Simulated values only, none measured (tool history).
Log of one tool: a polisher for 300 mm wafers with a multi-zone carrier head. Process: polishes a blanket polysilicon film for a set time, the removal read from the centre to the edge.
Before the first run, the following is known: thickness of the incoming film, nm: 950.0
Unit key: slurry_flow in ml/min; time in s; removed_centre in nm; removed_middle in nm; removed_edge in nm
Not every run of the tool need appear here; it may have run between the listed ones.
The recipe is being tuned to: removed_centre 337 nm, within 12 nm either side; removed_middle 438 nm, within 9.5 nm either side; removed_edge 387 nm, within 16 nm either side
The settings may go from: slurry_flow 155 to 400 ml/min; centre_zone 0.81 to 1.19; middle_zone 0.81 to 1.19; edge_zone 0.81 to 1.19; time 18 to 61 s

{"run": 1, "day": 0.0, "slurry_flow": 255, "centre_zone": 1, "middle_zone": 1, "edge_zone": 1, "time": 39, "removed_centre": 370.99, "removed_middle": 382.64, "removed_edge": 382.34}
{"run": 2, "day": 0.179, "slurry_flow": 215, "centre_zone": 1, "middle_zone": 1, "edge_zone": 1, "time": 39, "removed_centre": 357.67, "removed_middle": 378.9, "removed_edge": 382.93}
{"run": 3, "day": 0.504, "slurry_flow": 215, "centre_zone": 1.05, "middle_zone": 1, "edge_zone": 1, "time": 39, "removed_centre": 384.22, "removed_middle": 374.76, "removed_edge": 371.93}
{"run": 4, "day": 0.821, "slurry_flow": 215, "centre_zone": 1.05, "middle_zone": 1, "edge_zone": 0.95, "time": 39, "removed_centre": 377.53, "removed_middle": 374.92, "removed_edge": 369.23}
{"run": 5, "day": 1.121, "slurry_flow": 220, "centre_zone": 1.04, "middle_zone": 1.01, "edge_zone": 0.95, "time": 39, "removed_centre": 377.66, "removed_middle": 375.74, "removed_edge": 373.66}
{"run": 6, "day": 1.188, "slurry_flow": 220, "centre_zone": 1.04, "middle_zone": 0.98, "edge_zone": 0.95, "time": 39, "removed_centre": 373.12, "removed_middle": 370.26, "removed_edge": 367.95}
{"run": 7, "day": 1.267, "slurry_flow": 290, "centre_zone": 0.94, "middle_zone": 1.08, "edge_zone": 0.89, "time": 39, "removed_centre": 356.53, "removed_middle": 416.83, "removed_edge": 360.67}
{"run": 8, "day": 1.617, "slurry_flow": 290, "centre_zone": 0.93, "middle_zone": 1.08, "edge_zone": 0.9, "time": 39, "removed_centre": 355.82, "removed_middle": 415.61, "removed_edge": 370.94}
{"run": 9, "day": 1.788, "slurry_flow": 290, "centre_zone": 0.92, "middle_zone": 1.08, "edge_zone": 0.9, "time": 39, "removed_centre": 348.55, "removed_middle": 413.04, "removed_edge": 372.95}

Of the 5 settings listed for the next run, only one would bring every result within its allowed miss of target. Which one?
{"run": "A", "day": 1.958, "slurry_flow": 295, "centre_zone": 0.96, "middle_zone": 1.17, "edge_zone": 0.97, "time": 39, "removed_centre": "?", "removed_middle": "?", "removed_edge": "?"}
{"run": "B", "day": 1.958, "slurry_flow": 260, "centre_zone": 0.85, "middle_zone": 1.07, "edge_zone": 0.87, "time": 42, "removed_centre": "?", "removed_middle": "?", "removed_edge": "?"}
{"run": "C", "day": 1.958, "slurry_flow": 265, "centre_zone": 0.94, "middle_zone": 1.03, "edge_zone": 0.89, "time": 37, "removed_centre": "?", "removed_middle": "?", "removed_edge": "?"}
{"run": "D", "day": 1.958, "slurry_flow": 250, "centre_zone": 0.88, "middle_zone": 1.02, "edge_zone": 0.97, "time": 40, "removed_centre": "?", "removed_middle": "?", "removed_edge": "?"}
{"run": "E", "day": 1.958, "slurry_flow": 325, "centre_zone": 0.91, "middle_zone": 1.15, "edge_zone": 0.91, "time": 37, "removed_centre": "?", "removed_middle": "?", "removed_edge": "?"}

move=A removed_centre=363.19 removed_middle=446.95 removed_edge=382.44
move=B removed_centre=340.25 removed_middle=439.75 removed_edge=387.88
move=C removed_centre=332.53 removed_middle=375.72 removed_edge=346.05
move=D removed_centre=333.65 removed_middle=400.02 removed_edge=387.33
move=E removed_centre=329.93 removed_middle=421.99 removed_edge=354.85
A: corrects the largest miss of the last run, while another result sits out of spec
B: all results land within tolerance of their targets
C: the biggest miss grows against the last run
D: the biggest miss grows against the last run
E: closer than the last run, but not yet in spec
The right move is B.

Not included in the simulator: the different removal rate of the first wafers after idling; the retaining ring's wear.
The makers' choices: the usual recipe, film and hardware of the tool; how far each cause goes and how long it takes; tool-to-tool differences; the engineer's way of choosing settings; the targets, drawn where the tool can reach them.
